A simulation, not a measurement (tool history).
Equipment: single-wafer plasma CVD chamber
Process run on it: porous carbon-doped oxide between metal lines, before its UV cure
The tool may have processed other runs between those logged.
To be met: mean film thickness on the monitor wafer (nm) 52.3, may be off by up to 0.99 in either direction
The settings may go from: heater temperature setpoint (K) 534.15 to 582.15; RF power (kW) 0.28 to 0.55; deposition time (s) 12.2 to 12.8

run	hour	heater temperature setpoint (K)	RF power (kW)	deposition time (s)	mean film thickness on the monitor wafer (nm)
1	0	558.15	0.415	12.8	63.638
2	4.7	562.15	0.415	12.8	62.396
3	10	567.15	0.4	12.8	58.407
4	11.5	571.15	0.395	12.8	56.849
5	17.9	574.15	0.39	12.8	55.358
6	21.3	574.15	0.39	12.8	55.123
7	28.4	576.15	0.39	12.8	54.769
8	31.3	578.15	0.385	12.8	53.791
9	40.2	579.15	0.385	12.8	53.462

Which one of the following 4 next-run settings gets every result inside its allowed miss? There is exactly one.
A	49.1	571.15	0.385	12.6	?
B	49.1	580.15	0.4	12.2	?
C	49.1	577.15	0.405	12.8	?
D	49.1	582.15	0.39	12.2	?

move	mean film thickness on the monitor wafer (nm)
A	54.76
B	52.47
C	56.374
D	50.833
A: misses by more than the last run did
B: all results in spec
C: misses by more than the last run did
D: the result that was furthest off in the last run now lies on the other side of its target
Answer: B
